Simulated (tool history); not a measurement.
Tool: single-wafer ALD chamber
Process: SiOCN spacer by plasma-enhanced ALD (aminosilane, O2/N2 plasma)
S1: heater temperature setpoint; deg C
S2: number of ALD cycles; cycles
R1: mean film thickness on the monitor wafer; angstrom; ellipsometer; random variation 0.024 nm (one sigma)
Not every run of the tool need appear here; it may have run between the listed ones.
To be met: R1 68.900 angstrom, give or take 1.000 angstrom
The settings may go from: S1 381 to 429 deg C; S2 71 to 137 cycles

Run 1, hour 0.0: S1 405 deg C, S2 104 cycles. Result: R1 60.738 angstrom.
Run 2, hour 4.0: S1 416 deg C, S2 104 cycles. Result: R1 58.610 angstrom.
Run 3, hour 11.3: S1 411 deg C, S2 106 cycles. Result: R1 61.063 angstrom.
Run 4, hour 13.9: S1 407 deg C, S2 107 cycles. Result: R1 62.211 angstrom.
Run 5, hour 22.1: S1 397 deg C, S2 107 cycles. Result: R1 63.726 angstrom.
Run 6, hour 24.8: S1 395 deg C, S2 108 cycles. Result: R1 64.500 angstrom.
Run 7, hour 31.4: S1 393 deg C, S2 109 cycles. Result: R1 65.026 angstrom.
Run 8, hour 39.7: S1 392 deg C, S2 110 cycles. Result: R1 65.315 angstrom.
Run 9, hour 41.6: S1 391 deg C, S2 111 cycles. Result: R1 66.095 angstrom.
Run 10, hour 44.8: S1 390 deg C, S2 112 cycles. Result: R1 66.127 angstrom.
Run 11, hour 47.7: S1 389 deg C, S2 113 cycles. Result: R1 66.575 angstrom.
Run 12, hour 49.1: S1 388 deg C, S2 114 cycles. Result: R1 67.470 angstrom.

4 candidate next runs follow, results not yet known. Just one meets every target within its allowed miss. Identify it.
Run A, hour 50.5: S1 394 deg C, S2 121 cycles. Result: R1 ?.
Run B, hour 50.5: S1 390 deg C, S2 110 cycles. Result: R1 ?.
Run C, hour 50.5: S1 381 deg C, S2 116 cycles. Result: R1 ?.
Run D, hour 50.5: S1 382 deg C, S2 120 cycles. Result: R1 ?.

move      R1
   A  72.008
   B  65.462
   C  69.033
   D  71.413
A: takes the result that was furthest off past its target
B: its largest miss is bigger than the last run's
C: all results in spec
D: takes the result that was furthest off past its target
Go with C: it meets all targets.
